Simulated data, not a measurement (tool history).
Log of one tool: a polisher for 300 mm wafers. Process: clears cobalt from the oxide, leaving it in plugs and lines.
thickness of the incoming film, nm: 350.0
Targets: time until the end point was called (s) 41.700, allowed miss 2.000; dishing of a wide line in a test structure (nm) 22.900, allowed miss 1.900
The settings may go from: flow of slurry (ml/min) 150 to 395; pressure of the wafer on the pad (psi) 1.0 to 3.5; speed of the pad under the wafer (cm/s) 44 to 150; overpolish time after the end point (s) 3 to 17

run	hour	flow of slurry (ml/min)	pressure of the wafer on the pad (psi)	speed of the pad under the wafer (cm/s)	overpolish time after the end point (s)	time until the end point was called (s)	dishing of a wide line in a test structure (nm)
1	0.0	250	2.2	96	9	56.883	20.541
2	4.5	225	2.2	96	9	57.657	21.112
3	11.0	170	2.2	96	9	60.781	19.620
4	17.7	170	2.2	76	9	74.573	19.367
5	23.1	175	2.3	76	9	72.698	18.970
6	23.8	150	2.3	76	9	76.337	18.359
7	29.2	150	2.3	76	9	74.178	18.175
8	33.9	160	2.4	76	9	70.743	19.534
9	35.6	160	2.4	76	9	70.485	17.906
10	43.7	170	2.5	78	10	64.080	20.030
11	51.1	180	2.6	78	10	63.072	20.088
12	55.1	185	2.7	78	10	61.428	21.730
13	59.6	185	2.8	80	10	56.901	21.026
14	64.2	190	2.9	80	10	56.142	21.650
15	70.3	195	3.0	82	10	53.522	20.876
16	75.6	200	3.1	82	10	49.447	21.335
# hour 80.3: slurry nozzle cleaned
17	80.3	200	3.1	82	10	47.335	22.002
18	83.3	205	3.1	82	10	47.887	22.368
19	84.1	210	3.1	82	10	47.272	21.821
20	85.9	215	3.1	82	10	47.824	22.268
21	92.4	220	3.1	82	10	46.779	22.476
22	100.6	225	3.1	82	10	47.300	22.530

5 next moves are on the table. One of them brings every result within its allowed miss. Which?
A	108.8	255	3.3	96	9	?	?
B	108.8	210	3.5	98	10	?	?
C	108.8	245	2.8	88	10	?	?
D	108.8	230	3.5	92	10	?	?
E	108.8	230	3.5	82	10	?	?

move	time until the end point was called (s)	dishing of a wide line in a test structure (nm)
A	38.196	22.443
B	36.438	22.840
C	48.079	22.036
D	38.112	22.745
E	42.262	22.474
A: takes the result that was furthest off past its target
B: takes the result that was furthest off past its target
C: further off than the last run
D: takes the result that was furthest off past its target
E: meets every target
Answer: E

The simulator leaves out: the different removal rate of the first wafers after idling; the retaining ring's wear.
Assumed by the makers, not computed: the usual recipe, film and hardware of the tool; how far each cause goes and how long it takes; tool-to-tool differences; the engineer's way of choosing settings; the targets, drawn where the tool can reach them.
